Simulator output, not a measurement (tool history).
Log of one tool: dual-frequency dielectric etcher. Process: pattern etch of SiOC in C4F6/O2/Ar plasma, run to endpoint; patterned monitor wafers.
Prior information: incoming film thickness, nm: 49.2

{"run": 1, "day": 0.0, "bias power (kW)": 0.414, "source power (kW)": 0.32, "endpoint time (s)": 19.705}
{"run": 2, "day": 0.05, "bias power (kW)": 0.369, "source power (kW)": 0.29, "endpoint time (s)": 21.423}
{"run": 3, "day": 0.158, "bias power (kW)": 0.338, "source power (kW)": 0.27, "endpoint time (s)": 22.791}
{"run": 4, "day": 0.479, "bias power (kW)": 0.316, "source power (kW)": 0.26, "endpoint time (s)": 23.552}
{"run": 5, "day": 0.55, "bias power (kW)": 0.364, "source power (kW)": 0.26, "endpoint time (s)": 22.198}
{"run": 6, "day": 0.617, "bias power (kW)": 0.364, "source power (kW)": 0.32, "endpoint time (s)": 20.912}
{"run": 7, "day": 0.954, "bias power (kW)": 0.33, "source power (kW)": 0.3, "endpoint time (s)": 22.102}
{"run": 8, "day": 1.121, "bias power (kW)": 0.306, "source power (kW)": 0.29, "endpoint time (s)": 23.221}

Run 9 is up next; what results do you expect?
{"run": 9, "day": 1.388, "bias power (kW)": 0.306, "source power (kW)": 0.29, "endpoint time (s)": "?"}

endpoint time (s): 23.178
